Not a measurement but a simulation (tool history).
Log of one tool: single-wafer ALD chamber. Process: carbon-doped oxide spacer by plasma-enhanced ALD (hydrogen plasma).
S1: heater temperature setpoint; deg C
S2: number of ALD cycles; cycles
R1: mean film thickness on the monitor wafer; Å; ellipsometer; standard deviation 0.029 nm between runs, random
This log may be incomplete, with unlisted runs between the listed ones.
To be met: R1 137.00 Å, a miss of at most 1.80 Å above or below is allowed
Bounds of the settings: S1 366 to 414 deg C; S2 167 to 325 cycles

run 1 day=0.000 | S1=390 S2=246 | R1=123.76
run 2 day=0.050 | S1=390 S2=253 | R1=126.78
run 3 day=0.421 | S1=390 S2=228 | R1=114.71
run 4 day=0.671 | S1=390 S2=240 | R1=120.26
run 5 day=0.867 | S1=390 S2=228 | R1=114.35
run 6 day=1.000 | S1=390 S2=240 | R1=120.73
run 7 day=1.138 | S1=390 S2=249 | R1=124.61
run 8 day=1.321 | S1=390 S2=256 | R1=128.20
run 9 day=1.454 | S1=390 S2=261 | R1=130.36
run 10 day=1.796 | S1=390 S2=261 | R1=130.38
run 11 day=1.875 | S1=390 S2=265 | R1=133.25
-- day=1.933 thermocouple changed; heater temperature recalibrated
run 12 day=1.933 | S1=390 S2=267 | R1=133.66

Below are 4 possible settings for the next run. Only one of them brings all results inside the allowed miss of their targets. Which is it?
run A day=1.992 | S1=393 S2=262 | R1=?
run B day=1.992 | S1=379 S2=260 | R1=?
run C day=1.992 | S1=382 S2=263 | R1=?
run D day=1.992 | S1=398 S2=273 | R1=?

move=A R1=131.05
move=B R1=130.05
move=C R1=131.55
move=D R1=136.55
A: the biggest miss grows against the last run
B: the biggest miss grows against the last run
C: the biggest miss grows against the last run
D: each result inside its tolerance
Answer: D
